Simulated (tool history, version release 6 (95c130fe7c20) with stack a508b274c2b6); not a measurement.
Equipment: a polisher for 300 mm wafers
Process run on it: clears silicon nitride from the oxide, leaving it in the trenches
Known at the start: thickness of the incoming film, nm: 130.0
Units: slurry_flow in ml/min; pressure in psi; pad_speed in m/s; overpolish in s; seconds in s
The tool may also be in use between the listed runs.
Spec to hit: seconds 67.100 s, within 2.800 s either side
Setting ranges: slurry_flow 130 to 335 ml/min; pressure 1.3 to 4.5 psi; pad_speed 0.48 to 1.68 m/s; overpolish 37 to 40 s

run  hour  slurry_flow  pressure  pad_speed  overpolish  seconds
  1   0.0          215       2.9       1.08          37  107.150
  2   3.6          215       2.9       1.08          37  111.850
  3   7.0          215       3.3       1.10          37   96.408
  4  12.3          215       4.0       1.10          37   77.306
  5  19.7          215       4.1       1.10          37   77.928
  6  22.9          215       4.2       1.12          37   72.213
  7  30.0          215       4.2       1.12          37   72.347
  8  32.9          220       4.4       1.12          37   70.125

Which single option among these 4 for the next run brings every result within its allowed miss of target? Just one does.
  A  35.8          210       4.2       1.10          37        ?
  B  35.8          210       4.3       1.06          37        ?
  C  35.8          175       4.4       1.20          40        ?
  D  35.8          225       4.1       1.12          37        ?

move  seconds
   A   74.624
   B   75.592
   C   66.937
   D   74.526
A: lands further from the targets than the last run did
B: lands further from the targets than the last run did
C: meets every target
D: lands further from the targets than the last run did
Answer: C
